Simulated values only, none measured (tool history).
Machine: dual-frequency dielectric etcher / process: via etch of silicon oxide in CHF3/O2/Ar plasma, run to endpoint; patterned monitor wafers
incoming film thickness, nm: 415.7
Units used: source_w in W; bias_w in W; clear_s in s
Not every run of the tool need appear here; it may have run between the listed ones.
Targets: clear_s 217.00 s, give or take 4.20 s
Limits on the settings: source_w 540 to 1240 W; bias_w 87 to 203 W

run    day  source_w  bias_w  clear_s
  1  0.000       890     145   192.45
  2  0.212       850     143   196.18
  3  0.292       970     143   184.91
  4  0.512       920     141   191.92
  5  0.742       880     140   192.93
  6  0.979       880     163   189.47
  7  1.062       830     161   191.32
  8  1.208       780     158   197.96
  9  1.371       750     156   201.27

Exercise: of the 4 proposed moves below, exactly one satisfies all targets within the stated allowed misses. Which move is it?
  A  1.533       860     203        ?
  B  1.533       580     137        ?
  C  1.533       850     149        ?
  D  1.533       620     145        ?

move  clear_s
   A   183.49
   B   228.24
   C   196.56
   D   220.67
A: its largest miss is bigger than the last run's
B: moves the result that the last run missed by most past its target, out the other side
C: its largest miss is bigger than the last run's
D: all results land within tolerance of their targets
D is the move that brings every result within its allowed miss.
